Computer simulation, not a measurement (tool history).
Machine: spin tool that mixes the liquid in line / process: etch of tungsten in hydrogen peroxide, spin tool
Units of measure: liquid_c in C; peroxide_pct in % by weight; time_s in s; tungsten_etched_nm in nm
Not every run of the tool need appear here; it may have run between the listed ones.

Run 1, hour 0: liquid_c 48 C, peroxide_pct 24.5 % by weight, time_s 15 s. Result: tungsten_etched_nm 29.624 nm.
Run 2, hour 8.1: liquid_c 48 C, peroxide_pct 24.5 % by weight, time_s 15 s. Result: tungsten_etched_nm 29.708 nm.
Run 3, hour 16.6: liquid_c 49 C, peroxide_pct 24.5 % by weight, time_s 15 s. Result: tungsten_etched_nm 32.349 nm.
Run 4, hour 23.2: liquid_c 49 C, peroxide_pct 24.5 % by weight, time_s 15 s. Result: tungsten_etched_nm 31.713 nm.
Run 5, hour 26.2: liquid_c 49 C, peroxide_pct 20.5 % by weight, time_s 15 s. Result: tungsten_etched_nm 29.476 nm.
Run 6, hour 33.7: liquid_c 49 C, peroxide_pct 20.5 % by weight, time_s 15 s. Result: tungsten_etched_nm 28.921 nm.
Run 7, hour 42.4: liquid_c 56 C, peroxide_pct 20.5 % by weight, time_s 15 s. Result: tungsten_etched_nm 44.652 nm.
Run 8, hour 44.9: liquid_c 56 C, peroxide_pct 20.5 % by weight, time_s 15 s. Result: tungsten_etched_nm 44.647 nm.

Estimate the outcome of run 9 from the log above:
Run 9, hour 47.7: liquid_c 56 C, peroxide_pct 20.5 % by weight, time_s 15 s. Result: tungsten_etched_nm ?.

For run 9 the tool returned tungsten_etched_nm 44.111 nm.

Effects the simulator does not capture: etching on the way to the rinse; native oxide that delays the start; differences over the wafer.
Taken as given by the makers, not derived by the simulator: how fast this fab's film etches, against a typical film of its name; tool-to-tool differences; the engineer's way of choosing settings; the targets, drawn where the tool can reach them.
